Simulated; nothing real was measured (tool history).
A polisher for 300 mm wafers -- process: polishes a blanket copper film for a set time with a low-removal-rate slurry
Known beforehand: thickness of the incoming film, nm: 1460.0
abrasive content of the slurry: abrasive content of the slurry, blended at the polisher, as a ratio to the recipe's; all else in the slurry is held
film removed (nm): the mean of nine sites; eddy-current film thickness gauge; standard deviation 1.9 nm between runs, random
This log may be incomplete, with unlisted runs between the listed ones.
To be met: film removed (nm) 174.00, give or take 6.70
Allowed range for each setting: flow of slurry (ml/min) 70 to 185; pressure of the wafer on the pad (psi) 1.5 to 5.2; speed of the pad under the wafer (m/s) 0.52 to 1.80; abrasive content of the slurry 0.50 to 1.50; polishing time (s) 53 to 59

run  hour  flow of slurry (ml/min)  pressure of the wafer on the pad (psi)  speed of the pad under the wafer (m/s)  abrasive content of the slurry  polishing time (s)  film removed (nm)
  1   0.0                      120                                     3.3                                    1.16                            1.00                  59             242.54
  2   5.0                      120                                     3.1                                    1.16                            1.00                  59             232.08
  3   9.5                      120                                     3.1                                    1.16                            0.80                  59             221.58
  4  10.8                      120                                     3.1                                    1.42                            0.80                  59             260.05
  5  16.5                      120                                     2.9                                    1.42                            0.80                  59             243.97
  6  17.1                      120                                     2.3                                    1.42                            0.80                  59             210.91
  7  22.2                      120                                     2.2                                    1.42                            0.80                  59             202.62
  8  25.1                      120                                     2.1                                    1.42                            0.80                  59             197.73

Of the 4 settings listed for the next run, only one would bring every result within its allowed miss of target. Which one?
  A  28.0                      135                                     1.6                                    1.58                            0.65                  58                  ?
  B  28.0                      125                                     2.5                                    1.34                            0.85                  58                  ?
  C  28.0                      125                                     2.1                                    1.26                            0.75                  53                  ?
  D  28.0                      115                                     2.2                                    1.62                            0.75                  59                  ?

move  film removed (nm)
   A             174.38
   B             212.00
   C             162.21
   D             219.35
A: all results land within tolerance of their targets
B: its largest miss is bigger than the last run's
C: takes the biggest miss from the last run beyond its target
D: its largest miss is bigger than the last run's
Move A is the one to make.
